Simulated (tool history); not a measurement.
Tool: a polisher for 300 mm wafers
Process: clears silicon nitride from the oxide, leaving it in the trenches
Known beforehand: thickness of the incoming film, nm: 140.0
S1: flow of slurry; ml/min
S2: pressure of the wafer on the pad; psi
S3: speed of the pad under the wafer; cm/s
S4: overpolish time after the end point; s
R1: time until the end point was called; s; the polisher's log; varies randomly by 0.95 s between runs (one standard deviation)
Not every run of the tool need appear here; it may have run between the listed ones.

{"run": 1, "day": 0.0, "S1": 300, "S2": 3.2, "S3": 130, "S4": 6, "R1": 80.918}
{"run": 2, "day": 0.346, "S1": 300, "S2": 3.2, "S3": 116, "S4": 6, "R1": 91.885}
{"run": 3, "day": 0.671, "S1": 350, "S2": 3.2, "S3": 116, "S4": 6, "R1": 91.199}
{"run": 4, "day": 0.742, "S1": 350, "S2": 3.0, "S3": 116, "S4": 6, "R1": 94.253}
{"run": 5, "day": 1.075, "S1": 305, "S2": 3.0, "S3": 116, "S4": 6, "R1": 94.483}
{"run": 6, "day": 1.162, "S1": 305, "S2": 2.8, "S3": 116, "S4": 6, "R1": 98.437}

Estimate the outcome of run 7 from the log above:
{"run": 7, "day": 1.312, "S1": 305, "S2": 2.6, "S3": 116, "S4": 6, "R1": "?"}

{"run 7": {"R1": 104.96}}
